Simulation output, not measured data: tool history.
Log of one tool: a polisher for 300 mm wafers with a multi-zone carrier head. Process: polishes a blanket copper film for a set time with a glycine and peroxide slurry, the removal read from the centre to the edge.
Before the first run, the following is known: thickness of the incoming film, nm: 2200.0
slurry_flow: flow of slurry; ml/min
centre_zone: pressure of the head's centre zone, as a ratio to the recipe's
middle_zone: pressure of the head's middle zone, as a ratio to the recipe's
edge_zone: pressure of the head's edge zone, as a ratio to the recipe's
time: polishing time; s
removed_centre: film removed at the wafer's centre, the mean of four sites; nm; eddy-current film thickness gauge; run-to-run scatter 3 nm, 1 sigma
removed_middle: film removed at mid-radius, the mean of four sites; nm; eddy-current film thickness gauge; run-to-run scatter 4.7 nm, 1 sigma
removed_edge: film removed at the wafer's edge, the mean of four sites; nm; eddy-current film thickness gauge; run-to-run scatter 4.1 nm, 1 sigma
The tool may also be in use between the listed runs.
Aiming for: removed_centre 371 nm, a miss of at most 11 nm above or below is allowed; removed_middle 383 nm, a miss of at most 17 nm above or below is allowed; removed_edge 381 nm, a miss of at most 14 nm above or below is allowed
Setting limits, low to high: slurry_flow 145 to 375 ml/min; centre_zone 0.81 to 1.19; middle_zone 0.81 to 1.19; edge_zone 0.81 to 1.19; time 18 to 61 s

run	day	slurry_flow	centre_zone	middle_zone	edge_zone	time	removed_centre	removed_middle	removed_edge
1	0	240	1	1	1	39	281.05	283.81	274.39
2	0.208	245	1.01	1.01	1.04	42	302.52	305.32	306.83
3	0.333	255	1.04	1.05	1.07	43	321.33	317.92	321.13
4	0.504	255	1.04	1.05	1.13	43	323.8	317.73	320.04
5	0.571	265	1.03	1.06	1.13	45	335.73	337.11	344.97
6	0.696	265	1.03	1.06	1.16	45	336.65	332.08	343.63
7	1.046	275	1.03	1.08	1.16	46	350.89	345.89	354.42
8	1.079	280	1.02	1.1	1.16	47	349.36	347.47	365.95

5 candidate next runs follow, results not yet known. Just one meets every target within its allowed miss. Identify it.
A	1.112	210	1.02	1.12	1.09	52	?	?	?
B	1.112	270	0.92	1.04	1.19	53	?	?	?
C	1.112	290	0.96	1.15	1.18	49	?	?	?
D	1.112	375	1.04	0.91	1.19	47	?	?	?
E	1.112	375	0.96	0.81	1.19	51	?	?	?

move	removed_centre	removed_middle	removed_edge
A	372.25	385.45	374.08
B	354.89	391.49	409.37
C	345.67	384.03	378.76
D	368.6	335.79	372.31
E	368.82	345.85	404.31
A: every result within its allowed miss
B: meets the target for the result that was furthest off, but another lies outside its allowed miss
C: meets the target for the result that was furthest off, but another lies outside its allowed miss
D: lands further from the targets than the last run did
E: no nearer and no further than the last run
Correct choice: A, which meets every target

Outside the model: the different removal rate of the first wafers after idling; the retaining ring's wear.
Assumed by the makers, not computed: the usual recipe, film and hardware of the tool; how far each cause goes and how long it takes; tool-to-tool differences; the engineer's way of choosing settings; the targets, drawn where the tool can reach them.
